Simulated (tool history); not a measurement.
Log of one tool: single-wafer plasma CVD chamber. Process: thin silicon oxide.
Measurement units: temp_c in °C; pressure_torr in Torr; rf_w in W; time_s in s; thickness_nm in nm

| run | hour | temp_c | pressure_torr | rf_w | time_s | thickness_nm |
|---|---|---|---|---|---|---|
| 1 | 0 | 400 | 0.614 | 220 | 9.85 | 11.287 |
| 2 | 4.9 | 400 | 0.665 | 220 | 9.85 | 12.348 |
| 3 | 10.3 | 400 | 0.701 | 220 | 9.85 | 12.919 |
| 4 | 16.4 | 400 | 0.733 | 220 | 9.85 | 13.454 |
| 5 | 24.2 | 406 | 0.733 | 220 | 9.85 | 13.378 |
| 6 | 31.5 | 404 | 0.756 | 220 | 9.85 | 13.857 |
| 7 | 38.8 | 402 | 0.773 | 220 | 9.85 | 14.219 |

Predict the results of run 8:
| 8 | 47.3 | 402 | 0.819 | 220 | 9.85 | ? |

{"run 8": {"thickness_nm": 14.847}}
